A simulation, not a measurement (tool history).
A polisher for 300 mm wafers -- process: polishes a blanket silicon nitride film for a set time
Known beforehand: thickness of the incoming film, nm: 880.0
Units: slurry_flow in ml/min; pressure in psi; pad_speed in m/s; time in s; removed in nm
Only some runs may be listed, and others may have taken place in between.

{"run": 1, "hour": 0.0, "slurry_flow": 195, "pressure": 4.8, "pad_speed": 1.2, "time": 96, "removed": 254.85}
{"run": 2, "hour": 3.5, "slurry_flow": 195, "pressure": 5.8, "pad_speed": 1.2, "time": 96, "removed": 313.07}
{"run": 3, "hour": 8.9, "slurry_flow": 195, "pressure": 5.8, "pad_speed": 1.5, "time": 96, "removed": 385.49}
{"run": 4, "hour": 13.2, "slurry_flow": 160, "pressure": 5.8, "pad_speed": 1.5, "time": 96, "removed": 356.89}
{"run": 5, "hour": 14.7, "slurry_flow": 190, "pressure": 5.8, "pad_speed": 1.5, "time": 96, "removed": 374.93}
{"run": 6, "hour": 19.6, "slurry_flow": 190, "pressure": 5.8, "pad_speed": 1.5, "time": 100, "removed": 391.69}

Run 7 comes next. What will it give?
{"run": 7, "hour": 22.4, "slurry_flow": 185, "pressure": 5.3, "pad_speed": 1.44, "time": 100, "removed": "?"}

Run 7 yielded removed 336.13 nm.

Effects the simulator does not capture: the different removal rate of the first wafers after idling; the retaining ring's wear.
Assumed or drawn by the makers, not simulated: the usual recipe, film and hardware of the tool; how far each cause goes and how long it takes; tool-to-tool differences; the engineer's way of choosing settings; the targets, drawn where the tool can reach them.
